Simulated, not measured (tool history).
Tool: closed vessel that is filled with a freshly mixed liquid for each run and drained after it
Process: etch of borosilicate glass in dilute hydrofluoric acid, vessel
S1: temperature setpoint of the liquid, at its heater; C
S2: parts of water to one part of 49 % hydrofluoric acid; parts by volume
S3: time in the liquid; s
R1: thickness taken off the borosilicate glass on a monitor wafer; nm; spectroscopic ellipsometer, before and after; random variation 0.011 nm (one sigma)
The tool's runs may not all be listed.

run	day	S1	S2	S3	R1
1	0	24	300	45	3.689
2	0.312	26.5	300	45	4.0257
3	0.546	26.5	300	35	3.1239
4	0.804	26.5	215	35	4.815
5	0.967	26.5	215	35	4.7535
6	1.112	26.5	300	35	3.1318

Forecast run 7:
7	1.196	26.5	300	35	?

{"run 7": {"R1": 3.1338}}
